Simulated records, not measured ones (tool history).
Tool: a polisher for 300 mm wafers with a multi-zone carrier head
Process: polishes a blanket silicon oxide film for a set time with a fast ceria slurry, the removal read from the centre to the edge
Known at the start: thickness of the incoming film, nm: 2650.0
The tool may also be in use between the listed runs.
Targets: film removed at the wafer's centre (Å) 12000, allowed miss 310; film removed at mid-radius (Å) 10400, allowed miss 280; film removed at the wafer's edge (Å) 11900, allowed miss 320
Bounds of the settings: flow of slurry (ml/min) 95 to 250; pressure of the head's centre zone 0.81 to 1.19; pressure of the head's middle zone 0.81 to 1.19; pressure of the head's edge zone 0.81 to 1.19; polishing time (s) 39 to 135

run,hour,flow of slurry (ml/min),pressure of the head's centre zone,pressure of the head's middle zone,pressure of the head's edge zone,polishing time (s),film removed at the wafer's centre (Å),film removed at mid-radius (Å),film removed at the wafer's edge (Å)
1,0,160,1,1,1,87,8908.7,9287.8,9448.7
2,4.2,180,1,1,1,87,9143.2,9393.7,9411.7
3,5.2,170,1.04,0.99,1.04,91,9794.9,9677.4,10106
4,12.6,170,1.04,0.94,1.04,91,9913.9,9350.1,10022
5,18.7,170,1.04,0.94,1.1,91,9805,9476.4,10363
6,25.6,140,1.04,0.94,1.1,91,9412.1,9105.5,9948.1
7,28,165,1.07,0.94,1.12,92,10196,9344.2,10518
8,36.1,185,1.08,0.95,1.13,92,10312,9739.1,10689
9,39.9,195,1.1,0.94,1.15,93,10900,9960.7,10813
10,43.6,200,1.1,0.92,1.16,95,11268,9962.6,11277

4 next moves are on the table. One of them brings every result within its allowed miss. Which?
A,47.3,155,0.97,0.81,1.19,111,?,?,?
B,47.3,250,1.13,0.91,1.18,97,?,?,?
C,47.3,200,1.04,1,1.17,100,?,?,?
D,47.3,195,1.08,0.9,1.19,105,?,?,?

move,film removed at the wafer's centre (Å),film removed at mid-radius (Å),film removed at the wafer's edge (Å)
A,11037,10440,13015
B,12039,10473,11961
C,11141,11065,12000
D,12045,10893,12675
A: further off than the last run
B: meets every target
C: further off than the last run
D: brings the result that was furthest off to its target, and leaves another outside
Answer: B
